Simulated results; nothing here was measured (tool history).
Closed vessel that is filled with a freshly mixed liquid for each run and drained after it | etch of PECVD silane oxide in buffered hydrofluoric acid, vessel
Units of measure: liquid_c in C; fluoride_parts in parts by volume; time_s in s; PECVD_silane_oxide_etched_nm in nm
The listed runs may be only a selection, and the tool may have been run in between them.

run    day  liquid_c  fluoride_parts  time_s  PECVD_silane_oxide_etched_nm
  1      0        22            14.5      35                        75.796
  2  0.342      23.5            14.5      35                        84.497
  3  0.404        23            14.5      35                        80.947
  4  0.638        23            18.5      35                        63.696
  5  0.771        23            20.5      35                        58.246
  6  0.838        21            20.5      35                        52.525
  7  0.875        22            20.5      35                        55.542

Run 8 is up next; what results do you expect?
  8  1.171      22.5            20.5      35                             ?

{"run 8": {"PECVD_silane_oxide_etched_nm": 56.355}}
